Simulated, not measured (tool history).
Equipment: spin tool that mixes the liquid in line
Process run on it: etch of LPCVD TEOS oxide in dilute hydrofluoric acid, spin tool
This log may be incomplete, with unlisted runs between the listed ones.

run,day,temperature setpoint of the liquid (°C),parts of water to one part of 49 % hydrofluoric acid (parts by volume),time under the liquid (s),thickness taken off the LPCVD TEOS oxide on a monitor wafer (Å)
1,0.000,25.0,105,210,884.82
2,0.288,23.5,110,210,791.10
3,0.646,23.5,110,210,784.61
4,0.896,23.5,110,210,798.44
5,1.217,22.0,115,210,715.24
6,1.333,22.0,115,225,759.07
7,1.467,21.0,120,225,690.20

Run 8 is up next; what results do you expect?
8,1.512,20.0,120,225,?

thickness taken off the LPCVD TEOS oxide on a monitor wafer (Å): 669.95
